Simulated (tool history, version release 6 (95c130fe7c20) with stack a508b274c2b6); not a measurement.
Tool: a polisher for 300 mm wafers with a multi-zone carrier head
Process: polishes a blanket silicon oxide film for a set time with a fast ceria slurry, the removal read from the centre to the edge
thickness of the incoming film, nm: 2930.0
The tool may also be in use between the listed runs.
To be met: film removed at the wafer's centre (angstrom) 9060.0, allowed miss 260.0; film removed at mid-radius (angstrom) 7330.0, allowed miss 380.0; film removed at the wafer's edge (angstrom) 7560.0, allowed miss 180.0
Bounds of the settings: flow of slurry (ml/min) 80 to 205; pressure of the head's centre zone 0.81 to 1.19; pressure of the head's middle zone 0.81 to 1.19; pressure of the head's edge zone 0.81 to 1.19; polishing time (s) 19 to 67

run  hour  flow of slurry (ml/min)  pressure of the head's centre zone  pressure of the head's middle zone  pressure of the head's edge zone  polishing time (s)  film removed at the wafer's centre (angstrom)  film removed at mid-radius (angstrom)  film removed at the wafer's edge (angstrom)
  1   0.0                      135                                1.00                                1.00                              1.00                  43                                        10672.0                                10586.0                                      10581.0
  2   7.2                      135                                1.04                                1.00                              1.00                  43                                        11276.0                                10380.0                                      10528.0
  3  11.9                      135                                1.04                                1.00                              1.06                  43                                        11192.0                                10334.0                                      10962.0
  4  19.4                      155                                1.04                                1.00                              1.06                  43                                        11495.0                                10516.0                                      11185.0
  5  24.7                      150                                1.04                                0.98                              1.03                  42                                        11156.0                                10491.0                                      10687.0
  6  31.5                      150                                1.00                                0.98                              1.03                  42                                        10524.0                                10119.0                                      10725.0
  7  34.7                      145                                1.01                                0.96                              1.01                  41                                        10458.0                                 9857.7                                      10329.0
  8  43.6                      140                                1.02                                0.94                              0.99                  40                                        10158.0                                 8991.9                                       9867.5
  9  52.0                      135                                1.02                                0.94                              0.97                  39                                         9799.4                                 9153.8                                       9437.2
 10  56.4                      130                                1.03                                0.92                              0.95                  39                                         9978.8                                 9088.5                                       9426.7
 11  57.9                      125                                1.04                                0.91                              0.94                  38                                         9887.7                                 8624.9                                       8999.5
 12  63.4                      120                                1.04                                0.90                              0.93                  38                                         9701.5                                 8634.9                                       8947.9
 13  67.8                      110                                1.13                                0.83                              0.83                  32                                         8542.0                                 6754.1                                       7085.0
 14  72.4                      115                                1.13                                0.84                              0.83                  32                                         8591.6                                 6636.2                                       7097.6
 15  75.8                      120                                1.13                                0.85                              0.84                  32                                         8741.0                                 7026.6                                       7255.1
 16  79.8                      130                                1.13                                0.85                              0.85                  32                                         8937.3                                 6799.0                                       7330.5
 17  85.2                      130                                1.13                                0.86                              0.85                  32                                         9030.6                                 7081.9                                       7203.6
 18  87.1                      130                                1.13                                0.86                              0.86                  32                                         8968.2                                 6795.2                                       7412.1
 19  88.0                      130                                1.13                                0.87                              0.86                  32                                         8971.0                                 6981.4                                       7349.2

5 next moves are on the table. One of them brings every result within its allowed miss. Which?
  A  88.9                      130                                1.16                                0.92                              0.85                  31                                              ?                                      ?                                            ?
  B  88.9                      135                                1.17                                0.92                              0.81                  31                                              ?                                      ?                                            ?
  C  88.9                      145                                1.11                                0.91                              0.88                  32                                              ?                                      ?                                            ?
  D  88.9                      135                                1.18                                0.87                              0.86                  31                                              ?                                      ?                                            ?
  E  88.9                      130                                1.19                                0.81                              1.03                  31                                              ?                                      ?                                            ?

move  film removed at the wafer's centre (angstrom)  film removed at mid-radius (angstrom)  film removed at the wafer's edge (angstrom)
   A                                         8962.8                                 7053.3                                       7037.9
   B                                         9120.9                                 7108.3                                       6927.8
   C                                         9071.9                                 7395.4                                       7494.9
   D                                         9197.1                                 6881.7                                       7117.1
   E                                         9191.1                                 6557.8                                       7707.7
A: further off than the last run
B: further off than the last run
C: meets every target
D: further off than the last run
E: brings the result that was furthest off to its target, and leaves another outside
The right move is C.
